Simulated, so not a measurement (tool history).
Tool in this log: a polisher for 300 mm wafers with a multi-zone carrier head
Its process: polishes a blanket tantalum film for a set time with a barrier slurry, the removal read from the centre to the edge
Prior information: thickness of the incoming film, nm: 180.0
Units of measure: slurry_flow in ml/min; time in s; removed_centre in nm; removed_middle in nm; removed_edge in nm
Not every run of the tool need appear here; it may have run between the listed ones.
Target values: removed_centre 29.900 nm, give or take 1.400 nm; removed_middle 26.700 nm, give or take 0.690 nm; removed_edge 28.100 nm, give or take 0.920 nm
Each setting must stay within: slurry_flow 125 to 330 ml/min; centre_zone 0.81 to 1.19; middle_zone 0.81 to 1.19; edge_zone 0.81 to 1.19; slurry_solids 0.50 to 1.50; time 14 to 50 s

{"run": 1, "day": 0.0, "slurry_flow": 210, "centre_zone": 1.0, "middle_zone": 1.0, "edge_zone": 1.0, "slurry_solids": 1.0, "time": 32, "removed_centre": 24.852, "removed_middle": 25.034, "removed_edge": 24.594}
{"run": 2, "day": 0.05, "slurry_flow": 215, "centre_zone": 1.01, "middle_zone": 1.0, "edge_zone": 1.02, "slurry_solids": 1.0, "time": 32, "removed_centre": 25.048, "removed_middle": 25.192, "removed_edge": 24.697}
{"run": 3, "day": 0.171, "slurry_flow": 215, "centre_zone": 1.01, "middle_zone": 1.07, "edge_zone": 1.02, "slurry_solids": 1.0, "time": 32, "removed_centre": 25.067, "removed_middle": 26.319, "removed_edge": 24.72}
{"run": 4, "day": 0.475, "slurry_flow": 165, "centre_zone": 1.01, "middle_zone": 1.07, "edge_zone": 1.02, "slurry_solids": 1.0, "time": 32, "removed_centre": 23.403, "removed_middle": 25.824, "removed_edge": 23.791}
{"run": 5, "day": 0.771, "slurry_flow": 165, "centre_zone": 1.01, "middle_zone": 1.07, "edge_zone": 0.96, "slurry_solids": 1.0, "time": 32, "removed_centre": 23.634, "removed_middle": 25.703, "removed_edge": 23.449}
{"run": 6, "day": 1.038, "slurry_flow": 180, "centre_zone": 1.02, "middle_zone": 1.06, "edge_zone": 0.98, "slurry_solids": 1.05, "time": 32, "removed_centre": 24.656, "removed_middle": 26.015, "removed_edge": 23.854}
{"run": 7, "day": 1.15, "slurry_flow": 195, "centre_zone": 1.02, "middle_zone": 1.05, "edge_zone": 1.0, "slurry_solids": 1.05, "time": 32, "removed_centre": 24.619, "removed_middle": 26.313, "removed_edge": 24.463}
{"run": 8, "day": 1.275, "slurry_flow": 210, "centre_zone": 1.03, "middle_zone": 1.03, "edge_zone": 1.01, "slurry_solids": 1.05, "time": 32, "removed_centre": 25.377, "removed_middle": 25.745, "removed_edge": 24.633}
{"run": 9, "day": 1.304, "slurry_flow": 220, "centre_zone": 1.04, "middle_zone": 1.02, "edge_zone": 1.02, "slurry_solids": 1.05, "time": 32, "removed_centre": 25.652, "removed_middle": 26.098, "removed_edge": 25.295}

Exercise: of the 5 proposed moves below, exactly one satisfies all targets within the stated allowed misses. Which move is it?
{"run": "A", "day": 1.333, "slurry_flow": 305, "centre_zone": 1.1, "middle_zone": 0.85, "edge_zone": 1.05, "slurry_solids": 1.1, "time": 34, "removed_centre": "?", "removed_middle": "?", "removed_edge": "?"}
{"run": "B", "day": 1.333, "slurry_flow": 330, "centre_zone": 1.02, "middle_zone": 0.88, "edge_zone": 0.96, "slurry_solids": 0.8, "time": 38, "removed_centre": "?", "removed_middle": "?", "removed_edge": "?"}
{"run": "C", "day": 1.333, "slurry_flow": 330, "centre_zone": 1.19, "middle_zone": 0.82, "edge_zone": 0.82, "slurry_solids": 0.65, "time": 40, "removed_centre": "?", "removed_middle": "?", "removed_edge": "?"}
{"run": "D", "day": 1.333, "slurry_flow": 215, "centre_zone": 0.81, "middle_zone": 1.02, "edge_zone": 1.19, "slurry_solids": 1.25, "time": 31, "removed_centre": "?", "removed_middle": "?", "removed_edge": "?"}
{"run": "E", "day": 1.333, "slurry_flow": 230, "centre_zone": 1.13, "middle_zone": 0.85, "edge_zone": 0.92, "slurry_solids": 1.05, "time": 35, "removed_centre": "?", "removed_middle": "?", "removed_edge": "?"}

move=A removed_centre=30.181 removed_middle=24.798 removed_edge=27.954
move=B removed_centre=29.894 removed_middle=26.444 removed_edge=27.690
move=C removed_centre=32.541 removed_middle=24.704 removed_edge=25.573
move=D removed_centre=22.751 removed_middle=26.083 removed_edge=27.075
move=E removed_centre=30.185 removed_middle=24.474 removed_edge=26.119
A: brings the result that was furthest off to its target, and leaves another outside
B: each result inside its tolerance
C: better than the last run, though not everything is in spec
D: misses by more than the last run did
E: misses by more than the last run did
Go with B: it meets all targets.

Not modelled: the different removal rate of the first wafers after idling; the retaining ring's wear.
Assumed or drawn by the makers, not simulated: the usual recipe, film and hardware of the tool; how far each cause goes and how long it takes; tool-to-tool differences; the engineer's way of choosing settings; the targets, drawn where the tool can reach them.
